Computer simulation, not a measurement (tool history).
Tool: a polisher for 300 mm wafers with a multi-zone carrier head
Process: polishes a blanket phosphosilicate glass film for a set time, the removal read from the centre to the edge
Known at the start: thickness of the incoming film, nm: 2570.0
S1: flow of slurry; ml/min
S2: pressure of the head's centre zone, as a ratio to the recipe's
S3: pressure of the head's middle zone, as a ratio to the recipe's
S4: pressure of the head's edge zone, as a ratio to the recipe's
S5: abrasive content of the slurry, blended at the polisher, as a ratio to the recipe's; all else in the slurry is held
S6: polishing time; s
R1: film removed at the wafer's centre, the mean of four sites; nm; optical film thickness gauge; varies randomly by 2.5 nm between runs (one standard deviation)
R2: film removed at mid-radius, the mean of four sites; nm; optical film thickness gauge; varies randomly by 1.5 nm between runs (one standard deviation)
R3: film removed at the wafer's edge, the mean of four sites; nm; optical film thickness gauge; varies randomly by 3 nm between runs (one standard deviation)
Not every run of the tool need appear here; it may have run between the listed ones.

run    day   S1    S2    S3    S4    S5  S6      R1      R2      R3
  1  0.000  240  1.00  1.00  1.00  1.00  37  208.57  215.96  202.50
  2  0.246  240  1.07  1.00  1.00  1.00  37  223.89  214.20  204.63
  3  0.358  240  1.07  1.00  1.00  0.80  37  209.51  199.90  189.52
  4  0.383  250  1.04  1.02  1.03  0.80  37  198.57  202.99  201.30
  5  0.746  260  1.03  1.04  1.03  0.80  37  199.72  208.23  196.15
  6  0.879  260  0.99  1.04  1.03  0.80  37  194.89  206.79  196.95
     1.062  -- slurry nozzle cleaned
  7  1.062  305  0.89  1.14  1.13  0.85  37  189.26  242.57  219.44
  8  1.233  275  0.89  1.12  1.12  0.85  37  188.96  240.22  222.69

Predict the results of run 9:
  9  1.425  275  0.89  1.12  1.11  0.85  37   ?   ?   ?

R1: 188.26 nm
R2: 238.58 nm
R3: 218.23 nm
